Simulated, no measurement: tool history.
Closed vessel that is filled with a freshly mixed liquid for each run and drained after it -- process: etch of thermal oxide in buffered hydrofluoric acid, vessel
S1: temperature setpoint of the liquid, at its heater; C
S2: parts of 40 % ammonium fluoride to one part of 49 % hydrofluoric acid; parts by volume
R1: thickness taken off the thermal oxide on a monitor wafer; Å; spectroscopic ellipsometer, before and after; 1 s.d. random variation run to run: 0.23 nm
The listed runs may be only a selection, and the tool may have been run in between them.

run 1 day=0.000 | S1=23.0 S2=14.5 time_in_the_liquid_(s)=90 | R1=663.98
run 2 day=0.167 | S1=23.0 S2=14.5 time_in_the_liquid_(s)=100 | R1=732.00
run 3 day=0.483 | S1=23.0 S2=14.5 time_in_the_liquid_(s)=100 | R1=733.84
run 4 day=0.842 | S1=23.0 S2=14.5 time_in_the_liquid_(s)=90 | R1=656.37
run 5 day=0.929 | S1=21.5 S2=15.0 time_in_the_liquid_(s)=90 | R1=581.92
run 6 day=1.267 | S1=21.5 S2=15.0 time_in_the_liquid_(s)=100 | R1=653.88
run 7 day=1.629 | S1=20.0 S2=15.5 time_in_the_liquid_(s)=100 | R1=578.66
run 8 day=1.938 | S1=19.0 S2=16.0 time_in_the_liquid_(s)=100 | R1=529.40

Forecast run 9:
run 9 day=2.150 | S1=18.5 S2=16.5 time_in_the_liquid_(s)=100 | R1=?

R1: 502.61 Å
